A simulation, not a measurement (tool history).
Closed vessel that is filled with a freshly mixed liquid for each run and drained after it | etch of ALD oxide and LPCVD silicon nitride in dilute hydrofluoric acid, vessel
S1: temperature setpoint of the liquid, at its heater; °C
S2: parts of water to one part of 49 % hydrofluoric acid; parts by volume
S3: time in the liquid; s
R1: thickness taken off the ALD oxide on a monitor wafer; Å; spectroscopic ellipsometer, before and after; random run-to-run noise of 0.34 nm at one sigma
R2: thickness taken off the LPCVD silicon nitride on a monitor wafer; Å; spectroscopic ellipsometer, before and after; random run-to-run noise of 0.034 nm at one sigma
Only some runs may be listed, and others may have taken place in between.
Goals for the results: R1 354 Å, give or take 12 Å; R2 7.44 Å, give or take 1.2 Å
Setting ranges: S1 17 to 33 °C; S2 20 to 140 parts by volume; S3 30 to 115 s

Run 1, hour 0: S1 25 °C, S2 75 parts by volume, S3 60 s. Result: R1 236.2 Å, R2 4.3472 Å.
Run 2, hour 6: S1 22 °C, S2 75 parts by volume, S3 60 s. Result: R1 211.36 Å, R2 3.6076 Å.
Run 3, hour 11.8: S1 22 °C, S2 55 parts by volume, S3 60 s. Result: R1 295.82 Å, R2 4.4612 Å.
Run 4, hour 17.7: S1 22 °C, S2 35 parts by volume, S3 60 s. Result: R1 484.33 Å, R2 7.5556 Å.
Run 5, hour 18.7: S1 24.5 °C, S2 35 parts by volume, S3 60 s. Result: R1 520.39 Å, R2 8.6168 Å.
Run 6, hour 21.5: S1 24.5 °C, S2 35 parts by volume, S3 80 s. Result: R1 700.17 Å, R2 12.776 Å.
Run 7, hour 25.4: S1 24.5 °C, S2 40 parts by volume, S3 80 s. Result: R1 620.78 Å, R2 10.8 Å.
Run 8, hour 28.4: S1 24.5 °C, S2 45 parts by volume, S3 80 s. Result: R1 542.13 Å, R2 9.3563 Å.
Run 9, hour 31: S1 24.5 °C, S2 50 parts by volume, S3 80 s. Result: R1 478.82 Å, R2 8.8834 Å.
Run 10, hour 32.4: S1 23 °C, S2 60 parts by volume, S3 90 s. Result: R1 426.2 Å, R2 7.1723 Å.
Run 11, hour 33.5: S1 23 °C, S2 60 parts by volume, S3 90 s. Result: R1 425.36 Å, R2 7.1191 Å.
Run 12, hour 35.5: S1 23.5 °C, S2 60 parts by volume, S3 90 s. Result: R1 424.99 Å, R2 6.6438 Å.
Run 13, hour 39.9: S1 24 °C, S2 60 parts by volume, S3 90 s. Result: R1 441.9 Å, R2 8.1038 Å.
Run 14, hour 42.3: S1 24.5 °C, S2 70 parts by volume, S3 95 s. Result: R1 398.5 Å, R2 6.8896 Å.
Run 15, hour 45.9: S1 25 °C, S2 70 parts by volume, S3 95 s. Result: R1 411.46 Å, R2 7.0977 Å.
Run 16, hour 54: S1 26 °C, S2 75 parts by volume, S3 95 s. Result: R1 390.95 Å, R2 7.1668 Å.
Run 17, hour 56.2: S1 26.5 °C, S2 80 parts by volume, S3 95 s. Result: R1 375.63 Å, R2 7.0008 Å.

Of the 5 settings listed for the next run, only one would bring every result within its allowed miss of target. Which one?
Run A, hour 58.4: S1 27.5 °C, S2 90 parts by volume, S3 105 s. Result: R1 ?, R2 ?.
Run B, hour 58.4: S1 28.5 °C, S2 85 parts by volume, S3 95 s. Result: R1 ?, R2 ?.
Run C, hour 58.4: S1 20 °C, S2 65 parts by volume, S3 105 s. Result: R1 ?, R2 ?.
Run D, hour 58.4: S1 20.5 °C, S2 70 parts by volume, S3 100 s. Result: R1 ?, R2 ?.
Run E, hour 58.4: S1 29 °C, S2 105 parts by volume, S3 110 s. Result: R1 ?, R2 ?.

move      R1      R2
   A  371.05  7.5046
   B     372  7.6645
   C  391.75  6.2683
   D   351.7  5.7479
   E  345.69  7.4153
A: closes in on the targets versus the last run, not all within tolerance yet
B: closes in on the targets versus the last run, not all within tolerance yet
C: further off than the last run
D: corrects the largest miss of the last run, while another result sits out of spec
E: meets every target
Move E is the one to make.
